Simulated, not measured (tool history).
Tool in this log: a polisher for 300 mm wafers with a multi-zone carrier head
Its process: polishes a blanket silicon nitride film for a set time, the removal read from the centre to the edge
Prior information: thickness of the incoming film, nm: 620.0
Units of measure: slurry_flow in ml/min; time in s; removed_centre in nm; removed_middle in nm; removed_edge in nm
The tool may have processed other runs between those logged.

run,hour,slurry_flow,centre_zone,middle_zone,edge_zone,time,removed_centre,removed_middle,removed_edge
1,0,175,1,1,1,74,196.07,204.24,195.97
2,6.7,205,1,1,1,74,204.06,207.39,206.82
3,8.6,220,1.04,0.99,1.03,75,213.81,209.32,211.7
4,12.3,220,1.04,0.99,1.03,86,245.35,242.61,247.78
5,16.5,225,1.06,0.95,1.03,86,248.35,236.04,242.02
6,22.2,225,1,0.95,1.03,86,237.88,230.91,245.74

Run 7 has not been measured yet. What should we expect?
7,26.9,235,1.02,0.92,1.04,87,?,?,?

{"run 7": {"removed_centre": 248.31, "removed_middle": 231.23, "removed_edge": 248.96}}
